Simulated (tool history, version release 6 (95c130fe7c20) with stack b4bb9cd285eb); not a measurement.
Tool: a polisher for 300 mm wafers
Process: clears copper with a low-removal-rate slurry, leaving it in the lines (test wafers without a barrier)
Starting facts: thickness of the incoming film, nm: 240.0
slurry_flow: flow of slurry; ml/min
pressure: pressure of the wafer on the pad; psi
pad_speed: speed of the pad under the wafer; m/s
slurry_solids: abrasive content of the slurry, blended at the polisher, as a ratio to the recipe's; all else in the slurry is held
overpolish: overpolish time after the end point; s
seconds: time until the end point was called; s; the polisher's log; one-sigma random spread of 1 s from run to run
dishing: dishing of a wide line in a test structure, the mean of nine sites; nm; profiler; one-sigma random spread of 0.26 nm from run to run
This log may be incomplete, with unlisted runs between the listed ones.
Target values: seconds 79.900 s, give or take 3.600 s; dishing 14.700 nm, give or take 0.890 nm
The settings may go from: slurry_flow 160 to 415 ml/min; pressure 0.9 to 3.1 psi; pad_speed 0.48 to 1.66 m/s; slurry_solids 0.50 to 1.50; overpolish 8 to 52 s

| run | hour | slurry_flow | pressure | pad_speed | slurry_solids | overpolish | seconds | dishing |
|---|---|---|---|---|---|---|---|---|
| 1 | 0.0 | 265 | 2.0 | 1.06 | 1.00 | 26 | 119.960 | 22.368 |
| 2 | 3.5 | 310 | 2.0 | 1.06 | 1.00 | 26 | 118.330 | 23.162 |
| 3 | 7.8 | 310 | 2.0 | 1.06 | 0.85 | 26 | 122.190 | 23.388 |
| 4 | 11.5 | 270 | 2.1 | 1.10 | 1.00 | 21 | 112.790 | 21.241 |
| 5 | 13.1 | 270 | 2.1 | 1.10 | 1.00 | 25 | 109.070 | 22.701 |
| 6 | 20.7 | 325 | 2.1 | 1.10 | 1.00 | 25 | 108.570 | 23.913 |
| 7 | 29.6 | 325 | 2.1 | 1.10 | 1.00 | 25 | 108.450 | 23.634 |
| 8 | 35.5 | 280 | 2.2 | 1.14 | 1.15 | 21 | 100.760 | 23.114 |
| 9 | 40.2 | 250 | 2.2 | 1.22 | 1.00 | 18 | 97.390 | 21.806 |
| 10 | 43.0 | 225 | 2.2 | 1.24 | 1.15 | 15 | 92.676 | 19.686 |
| 11 | 45.3 | 210 | 2.0 | 1.34 | 1.25 | 13 | 95.294 | 17.795 |
| 12 | 48.7 | 195 | 1.9 | 1.42 | 1.30 | 12 | 93.519 | 17.412 |
| 13 | 56.6 | 185 | 1.9 | 1.48 | 1.35 | 11 | 91.880 | 16.793 |

Which single option among these 5 for the next run brings every result within its allowed miss of target? Just one does.
| A | 64.5 | 225 | 2.0 | 1.58 | 1.30 | 8 | ? | ? |
| B | 64.5 | 190 | 1.7 | 1.62 | 1.45 | 8 | ? | ? |
| C | 64.5 | 160 | 1.8 | 1.56 | 1.45 | 8 | ? | ? |
| D | 64.5 | 160 | 1.8 | 1.52 | 1.50 | 8 | ? | ? |
| E | 64.5 | 160 | 1.8 | 1.66 | 1.15 | 8 | ? | ? |

| move | seconds | dishing |
|---|---|---|
| A | 79.145 | 14.337 |
| B | 88.412 | 13.196 |
| C | 88.975 | 13.152 |
| D | 90.416 | 12.999 |
| E | 88.312 | 13.224 |
A: all results land within tolerance of their targets
B: closer than the last run, but not yet in spec
C: closer than the last run, but not yet in spec
D: closer than the last run, but not yet in spec
E: closer than the last run, but not yet in spec
So the answer is move A, the one that meets all the targets.
